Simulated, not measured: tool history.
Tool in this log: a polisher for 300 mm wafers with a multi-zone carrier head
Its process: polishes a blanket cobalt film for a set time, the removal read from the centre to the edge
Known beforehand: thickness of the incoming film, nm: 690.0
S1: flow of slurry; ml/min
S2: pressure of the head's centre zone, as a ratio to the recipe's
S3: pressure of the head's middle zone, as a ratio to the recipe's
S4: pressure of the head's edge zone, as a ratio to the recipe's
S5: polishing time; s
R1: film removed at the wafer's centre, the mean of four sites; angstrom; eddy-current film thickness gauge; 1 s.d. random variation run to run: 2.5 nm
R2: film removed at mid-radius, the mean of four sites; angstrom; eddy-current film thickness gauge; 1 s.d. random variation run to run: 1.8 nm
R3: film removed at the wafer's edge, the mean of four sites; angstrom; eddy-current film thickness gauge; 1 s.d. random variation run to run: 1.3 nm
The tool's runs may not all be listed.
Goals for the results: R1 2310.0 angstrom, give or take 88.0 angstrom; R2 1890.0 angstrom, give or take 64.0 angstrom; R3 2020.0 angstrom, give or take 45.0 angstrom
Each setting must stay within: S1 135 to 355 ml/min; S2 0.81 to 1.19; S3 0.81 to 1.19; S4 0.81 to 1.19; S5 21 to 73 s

run	hour	S1	S2	S3	S4	S5	R1	R2	R3
1	0.0	225	1.00	1.00	1.00	47	1719.1	1729.1	1696.4
2	0.6	225	1.05	1.00	1.00	47	1821.2	1730.5	1677.0
3	5.9	245	1.08	0.99	1.05	48	1906.2	1757.3	1794.1
4	14.3	245	1.08	0.99	1.12	48	1949.5	1775.2	1838.2
5	20.3	260	1.11	0.99	1.14	49	2048.8	1775.5	1916.7
6	27.2	270	1.13	1.01	1.14	49	2059.6	1862.3	1910.2
7	34.3	270	1.15	1.00	1.14	50	2150.1	1867.9	1937.7
8	35.5	270	1.15	1.00	1.14	50	2180.6	1872.8	1949.3
9	37.4	275	1.16	1.00	1.15	50	2207.3	1888.6	1963.6

Next run, 4 choices. One meets every target within its allowed miss, the rest don't. Which?
A	39.3	215	1.16	1.06	1.17	55	?	?	?
B	39.3	325	1.01	0.93	1.09	53	?	?	?
C	39.3	225	1.02	0.93	1.19	55	?	?	?
D	39.3	285	1.13	0.90	1.03	54	?	?	?

move	R1	R2	R3
A	2331.5	2095.7	2123.3
B	2050.1	1891.7	2043.3
C	2059.4	1888.8	2155.0
D	2306.9	1851.6	2006.1
A: the result that was furthest off in the last run now lies on the other side of its target
B: the worst result of the last run now meets its target, but another is out of spec
C: the result that was furthest off in the last run now lies on the other side of its target
D: in spec on every target
The right move is D.

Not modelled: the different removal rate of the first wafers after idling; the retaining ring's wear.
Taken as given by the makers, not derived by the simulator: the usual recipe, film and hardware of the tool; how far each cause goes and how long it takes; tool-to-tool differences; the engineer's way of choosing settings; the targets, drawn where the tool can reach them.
